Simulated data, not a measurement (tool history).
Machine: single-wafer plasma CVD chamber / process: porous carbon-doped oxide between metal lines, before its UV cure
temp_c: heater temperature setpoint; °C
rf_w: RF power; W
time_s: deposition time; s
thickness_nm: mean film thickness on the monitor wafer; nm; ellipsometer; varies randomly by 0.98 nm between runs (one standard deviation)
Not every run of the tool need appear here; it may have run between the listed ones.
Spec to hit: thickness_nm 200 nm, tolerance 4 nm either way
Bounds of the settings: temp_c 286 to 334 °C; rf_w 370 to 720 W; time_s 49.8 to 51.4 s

Run 1, hour 0: temp_c 310 °C, rf_w 545 W, time_s 49.8 s. Result: thickness_nm 242.58 nm.
Run 2, hour 3: temp_c 317 °C, rf_w 520 W, time_s 49.8 s. Result: thickness_nm 224.39 nm.
Run 3, hour 8.1: temp_c 308 °C, rf_w 520 W, time_s 49.8 s. Result: thickness_nm 238.38 nm.
Run 4, hour 13.7: temp_c 315 °C, rf_w 510 W, time_s 49.8 s. Result: thickness_nm 225.29 nm.
Run 5, hour 17.9: temp_c 320 °C, rf_w 505 W, time_s 49.8 s. Result: thickness_nm 216.69 nm.
Run 6, hour 20: temp_c 327 °C, rf_w 505 W, time_s 49.8 s. Result: thickness_nm 210.69 nm.
Run 7, hour 23.6: temp_c 329 °C, rf_w 500 W, time_s 49.8 s. Result: thickness_nm 207.52 nm.
Run 8, hour 24.5: temp_c 330 °C, rf_w 495 W, time_s 49.8 s. Result: thickness_nm 204.06 nm.

Exactly one of the 5 candidate moves below puts every result within its allowed miss. Which one?
Run A, hour 25.4: temp_c 326 °C, rf_w 470 W, time_s 51.4 s. Result: thickness_nm ?.
Run B, hour 25.4: temp_c 327 °C, rf_w 480 W, time_s 51.1 s. Result: thickness_nm ?.
Run C, hour 25.4: temp_c 332 °C, rf_w 495 W, time_s 51.4 s. Result: thickness_nm ?.
Run D, hour 25.4: temp_c 333 °C, rf_w 495 W, time_s 49.8 s. Result: thickness_nm ?.
Run E, hour 25.4: temp_c 327 °C, rf_w 475 W, time_s 51.4 s. Result: thickness_nm ?.

move  thickness_nm
   A        209.03
   B        209.67
   C        210.04
   D        202.68
   E        209.43
A: lands further from the targets than the last run did
B: lands further from the targets than the last run did
C: lands further from the targets than the last run did
D: all results land within tolerance of their targets
E: lands further from the targets than the last run did
Correct choice: D, which meets every target

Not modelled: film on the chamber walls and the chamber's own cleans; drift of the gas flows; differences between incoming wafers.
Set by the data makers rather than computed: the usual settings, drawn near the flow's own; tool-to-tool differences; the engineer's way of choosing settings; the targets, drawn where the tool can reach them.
